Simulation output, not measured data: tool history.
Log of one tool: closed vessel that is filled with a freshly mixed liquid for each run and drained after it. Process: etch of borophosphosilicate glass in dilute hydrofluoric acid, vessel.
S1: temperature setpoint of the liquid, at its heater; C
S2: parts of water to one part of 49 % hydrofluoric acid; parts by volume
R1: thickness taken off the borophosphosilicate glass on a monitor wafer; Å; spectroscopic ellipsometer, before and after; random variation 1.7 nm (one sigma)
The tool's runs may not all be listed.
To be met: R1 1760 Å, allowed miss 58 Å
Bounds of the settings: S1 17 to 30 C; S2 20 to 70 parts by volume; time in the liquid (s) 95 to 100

Run 1, day 0: S1 22 C, S2 40 parts by volume, time in the liquid (s) 95. Result: R1 1024 Å.
Run 2, day 0.267: S1 23 C, S2 40 parts by volume, time in the liquid (s) 95. Result: R1 1078.3 Å.
Run 3, day 0.3: S1 24.5 C, S2 40 parts by volume, time in the liquid (s) 95. Result: R1 1146.2 Å.
Run 4, day 0.529: S1 24.5 C, S2 55 parts by volume, time in the liquid (s) 95. Result: R1 826.5 Å.
Run 5, day 0.621: S1 24.5 C, S2 55 parts by volume, time in the liquid (s) 95. Result: R1 813.67 Å.
Run 6, day 0.704: S1 23 C, S2 55 parts by volume, time in the liquid (s) 95. Result: R1 760.49 Å.
Run 7, day 0.888: S1 27 C, S2 40 parts by volume, time in the liquid (s) 95. Result: R1 1273.8 Å.
Run 8, day 1.038: S1 27.5 C, S2 40 parts by volume, time in the liquid (s) 95. Result: R1 1308.3 Å.
Run 9, day 1.408: S1 28 C, S2 40 parts by volume, time in the liquid (s) 95. Result: R1 1326.5 Å.
Run 10, day 1.588: S1 29 C, S2 35 parts by volume, time in the liquid (s) 95. Result: R1 1569.3 Å.
Run 11, day 1.85: S1 29.5 C, S2 35 parts by volume, time in the liquid (s) 95. Result: R1 1626.3 Å.
Run 12, day 1.9: S1 30 C, S2 30 parts by volume, time in the liquid (s) 95. Result: R1 1915.7 Å.
Run 13, day 2.067: S1 29 C, S2 30 parts by volume, time in the liquid (s) 95. Result: R1 1869.1 Å.

Which of these 5 next moves meets every target?
Run A, day 2.233: S1 28 C, S2 30 parts by volume, time in the liquid (s) 100. Result: R1 ?.
Run B, day 2.233: S1 28.5 C, S2 30 parts by volume, time in the liquid (s) 100. Result: R1 ?.
Run C, day 2.233: S1 29.5 C, S2 30 parts by volume, time in the liquid (s) 95. Result: R1 ?.
Run D, day 2.233: S1 29 C, S2 30 parts by volume, time in the liquid (s) 100. Result: R1 ?.
Run E, day 2.233: S1 30 C, S2 35 parts by volume, time in the liquid (s) 100. Result: R1 ?.

move      R1
   A  1866.6
   B  1904.8
   C    1884
   D  1943.6
   E  1720.7
A: as far off as the last run
B: further off than the last run
C: further off than the last run
D: further off than the last run
E: meets every target
The right move is E.
